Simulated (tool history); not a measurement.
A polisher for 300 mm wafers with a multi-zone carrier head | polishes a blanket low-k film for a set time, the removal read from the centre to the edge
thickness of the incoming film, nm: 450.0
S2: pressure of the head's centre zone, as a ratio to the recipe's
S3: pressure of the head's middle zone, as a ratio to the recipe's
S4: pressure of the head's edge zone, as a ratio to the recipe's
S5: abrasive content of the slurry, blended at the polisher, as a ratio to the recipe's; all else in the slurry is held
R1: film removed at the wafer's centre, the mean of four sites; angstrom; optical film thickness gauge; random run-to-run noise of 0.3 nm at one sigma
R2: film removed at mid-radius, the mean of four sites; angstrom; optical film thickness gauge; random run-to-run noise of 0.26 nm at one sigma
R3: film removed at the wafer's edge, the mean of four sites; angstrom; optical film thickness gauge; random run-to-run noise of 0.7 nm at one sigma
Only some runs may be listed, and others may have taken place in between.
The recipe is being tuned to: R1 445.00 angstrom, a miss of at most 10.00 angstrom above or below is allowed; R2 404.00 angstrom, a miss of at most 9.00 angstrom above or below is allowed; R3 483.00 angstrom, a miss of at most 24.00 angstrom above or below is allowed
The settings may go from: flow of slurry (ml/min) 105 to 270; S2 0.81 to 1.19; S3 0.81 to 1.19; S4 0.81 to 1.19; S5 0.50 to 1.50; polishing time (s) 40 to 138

Run 1, hour 0.0: flow of slurry (ml/min) 175, S2 1.00, S3 1.00, S4 1.00, S5 1.00, polishing time (s) 88. Result: R1 463.83 angstrom, R2 489.75 angstrom, R3 498.25 angstrom.
Run 2, hour 0.9: flow of slurry (ml/min) 160, S2 1.01, S3 0.96, S4 1.00, S5 1.00, polishing time (s) 88. Result: R1 457.32 angstrom, R2 467.63 angstrom, R3 489.01 angstrom.
Run 3, hour 5.4: flow of slurry (ml/min) 150, S2 1.02, S3 0.92, S4 1.01, S5 1.00, polishing time (s) 88. Result: R1 455.33 angstrom, R2 449.76 angstrom, R3 488.36 angstrom.
Run 4, hour 7.8: flow of slurry (ml/min) 110, S2 1.02, S3 0.92, S4 1.01, S5 1.00, polishing time (s) 88. Result: R1 412.10 angstrom, R2 415.92 angstrom, R3 461.92 angstrom.
Run 5, hour 14.9: flow of slurry (ml/min) 110, S2 1.02, S3 0.92, S4 1.05, S5 1.00, polishing time (s) 88. Result: R1 418.29 angstrom, R2 418.42 angstrom, R3 466.79 angstrom.
Run 6, hour 18.6: flow of slurry (ml/min) 110, S2 1.02, S3 0.92, S4 0.98, S5 1.00, polishing time (s) 88. Result: R1 411.83 angstrom, R2 413.13 angstrom, R3 448.77 angstrom.
At hour 27.1: centre zone pressure recalibrated.
Run 7, hour 27.1: flow of slurry (ml/min) 115, S2 1.03, S3 0.90, S4 1.00, S5 1.00, polishing time (s) 88. Result: R1 448.28 angstrom, R2 414.38 angstrom, R3 460.68 angstrom.
Run 8, hour 35.9: flow of slurry (ml/min) 105, S2 0.97, S3 0.86, S4 1.08, S5 1.00, polishing time (s) 88. Result: R1 413.29 angstrom, R2 391.53 angstrom, R3 485.04 angstrom.
Run 9, hour 39.9: flow of slurry (ml/min) 150, S2 1.01, S3 0.86, S4 1.04, S5 1.00, polishing time (s) 88. Result: R1 476.11 angstrom, R2 427.92 angstrom, R3 496.41 angstrom.
Run 10, hour 47.3: flow of slurry (ml/min) 145, S2 1.01, S3 0.86, S4 1.04, S5 1.00, polishing time (s) 88. Result: R1 476.99 angstrom, R2 424.23 angstrom, R3 488.55 angstrom.
Run 11, hour 54.0: flow of slurry (ml/min) 140, S2 1.01, S3 0.86, S4 1.05, S5 1.00, polishing time (s) 88. Result: R1 471.11 angstrom, R2 423.55 angstrom, R3 489.94 angstrom.
Run 12, hour 60.4: flow of slurry (ml/min) 135, S2 1.01, S3 0.86, S4 1.06, S5 1.00, polishing time (s) 88. Result: R1 460.68 angstrom, R2 425.16 angstrom, R3 481.62 angstrom.
Run 13, hour 64.4: flow of slurry (ml/min) 130, S2 1.00, S3 0.85, S4 1.06, S5 1.00, polishing time (s) 88. Result: R1 450.67 angstrom, R2 415.62 angstrom, R3 483.81 angstrom.

Consider the 5 candidate settings below. Which is the only one whose results all fall within their allowed miss of target?
Run A, hour 68.4: flow of slurry (ml/min) 135, S2 0.95, S3 0.89, S4 0.91, S5 1.15, polishing time (s) 81. Result: R1 ?, R2 ?, R3 ?.
Run B, hour 68.4: flow of slurry (ml/min) 140, S2 1.04, S3 0.95, S4 1.02, S5 1.00, polishing time (s) 84. Result: R1 ?, R2 ?, R3 ?.
Run C, hour 68.4: flow of slurry (ml/min) 150, S2 1.00, S3 0.92, S4 1.13, S5 1.00, polishing time (s) 84. Result: R1 ?, R2 ?, R3 ?.
Run D, hour 68.4: flow of slurry (ml/min) 135, S2 0.97, S3 0.81, S4 1.04, S5 1.00, polishing time (s) 88. Result: R1 ?, R2 ?, R3 ?.
Run E, hour 68.4: flow of slurry (ml/min) 105, S2 0.97, S3 0.86, S4 1.01, S5 1.05, polishing time (s) 92. Result: R1 ?, R2 ?, R3 ?.

move      R1      R2      R3
   A  437.07  428.60  452.93
   B  459.78  428.44  455.89
   C  449.76  426.16  484.35
   D  444.24  402.04  479.71
   E  441.55  419.26  485.74
A: its largest miss is bigger than the last run's
B: its largest miss is bigger than the last run's
C: its largest miss is bigger than the last run's
D: meets every target
E: its largest miss is bigger than the last run's
So the answer is move D, the one that meets all the targets.
